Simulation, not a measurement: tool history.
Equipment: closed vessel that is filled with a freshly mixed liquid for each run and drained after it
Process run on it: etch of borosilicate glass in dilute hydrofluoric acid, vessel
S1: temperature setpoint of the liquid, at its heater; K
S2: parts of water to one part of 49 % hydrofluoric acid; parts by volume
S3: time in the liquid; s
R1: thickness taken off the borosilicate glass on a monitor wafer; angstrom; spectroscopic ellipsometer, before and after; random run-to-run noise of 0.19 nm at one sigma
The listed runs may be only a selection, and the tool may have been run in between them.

run,hour,S1,S2,S3,R1
1,0.0,298.15,170,105,197.97
2,1.0,298.15,170,105,196.43
3,2.9,299.65,160,105,223.02
4,11.4,299.65,160,105,224.03
5,19.5,300.65,150,105,251.06
6,26.7,301.65,145,105,270.07
7,33.8,305.65,115,105,410.24

Run 8 comes next. What will it give?
8,37.1,305.15,115,105,?

{"run 8": {"R1": 405.36}}
